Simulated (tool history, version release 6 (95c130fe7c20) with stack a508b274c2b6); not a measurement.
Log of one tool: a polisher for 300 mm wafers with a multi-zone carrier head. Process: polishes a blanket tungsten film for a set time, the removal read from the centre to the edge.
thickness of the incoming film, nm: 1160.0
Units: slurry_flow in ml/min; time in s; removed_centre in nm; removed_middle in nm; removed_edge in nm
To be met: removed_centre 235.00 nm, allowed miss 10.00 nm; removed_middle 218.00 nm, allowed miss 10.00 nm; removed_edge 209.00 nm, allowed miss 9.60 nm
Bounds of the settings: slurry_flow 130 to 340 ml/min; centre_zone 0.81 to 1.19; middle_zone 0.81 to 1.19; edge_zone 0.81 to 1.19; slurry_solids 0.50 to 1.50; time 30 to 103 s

| run | hour | slurry_flow | centre_zone | middle_zone | edge_zone | slurry_solids | time | removed_centre | removed_middle | removed_edge |
|---|---|---|---|---|---|---|---|---|---|---|
| 1 | 0.0 | 220 | 1.00 | 1.00 | 1.00 | 1.00 | 66 | 388.01 | 382.93 | 379.98 |
| 2 | 6.7 | 220 | 1.00 | 1.00 | 1.05 | 1.00 | 66 | 386.40 | 379.21 | 398.82 |
| 3 | 11.3 | 220 | 1.00 | 0.99 | 1.03 | 0.95 | 64 | 375.53 | 366.49 | 362.16 |
| 4 | 17.0 | 215 | 0.99 | 0.97 | 1.04 | 0.90 | 62 | 351.99 | 333.22 | 360.85 |
| 5 | 20.9 | 215 | 0.93 | 0.97 | 1.04 | 0.90 | 62 | 326.72 | 346.23 | 358.29 |
| 6 | 29.4 | 215 | 0.93 | 0.97 | 1.04 | 0.75 | 62 | 309.80 | 321.07 | 333.10 |
| 7 | 38.2 | 215 | 0.93 | 0.97 | 1.02 | 0.70 | 60 | 294.55 | 310.21 | 325.96 |
| 8 | 44.4 | 220 | 0.95 | 0.98 | 1.01 | 0.70 | 57 | 287.16 | 295.13 | 297.54 |
| 9 | 50.0 | 220 | 0.96 | 0.98 | 1.00 | 0.70 | 56 | 286.47 | 291.18 | 298.86 |
| 10 | 58.8 | 225 | 0.97 | 0.98 | 0.99 | 0.70 | 54 | 279.57 | 277.98 | 296.38 |
| 11 | 59.4 | 225 | 0.97 | 0.98 | 0.99 | 0.70 | 54 | 284.51 | 285.06 | 279.98 |
| 12 | 67.1 | 225 | 0.97 | 0.97 | 0.98 | 0.70 | 53 | 271.53 | 273.13 | 273.96 |
| 13 | 68.1 | 225 | 0.97 | 0.96 | 0.96 | 0.70 | 53 | 279.65 | 271.82 | 278.46 |
| 14 | 69.4 | 225 | 1.05 | 1.02 | 0.89 | 0.50 | 35 | 180.87 | 171.16 | 163.32 |
| 15 | 75.5 | 265 | 1.13 | 1.10 | 0.99 | 0.75 | 36 | 226.85 | 206.73 | 198.47 |

4 next moves are on the table. One of them brings every result within its allowed miss. Which?
| A | 81.6 | 300 | 1.10 | 1.07 | 0.99 | 0.65 | 39 | ? | ? | ? |
| B | 81.6 | 235 | 1.12 | 1.16 | 0.97 | 0.75 | 34 | ? | ? | ? |
| C | 81.6 | 255 | 1.12 | 1.19 | 0.85 | 0.70 | 38 | ? | ? | ? |
| D | 81.6 | 255 | 1.09 | 1.18 | 0.90 | 0.50 | 41 | ? | ? | ? |

| move | removed_centre | removed_middle | removed_edge |
|---|---|---|---|
| A | 231.80 | 218.42 | 210.38 |
| B | 206.91 | 201.70 | 184.20 |
| C | 229.88 | 227.46 | 191.78 |
| D | 221.22 | 223.80 | 194.68 |
A: meets every target
B: further off than the last run
C: brings the result that was furthest off to its target, and leaves another outside
D: brings the result that was furthest off to its target, and leaves another outside
Move A is the one to make.

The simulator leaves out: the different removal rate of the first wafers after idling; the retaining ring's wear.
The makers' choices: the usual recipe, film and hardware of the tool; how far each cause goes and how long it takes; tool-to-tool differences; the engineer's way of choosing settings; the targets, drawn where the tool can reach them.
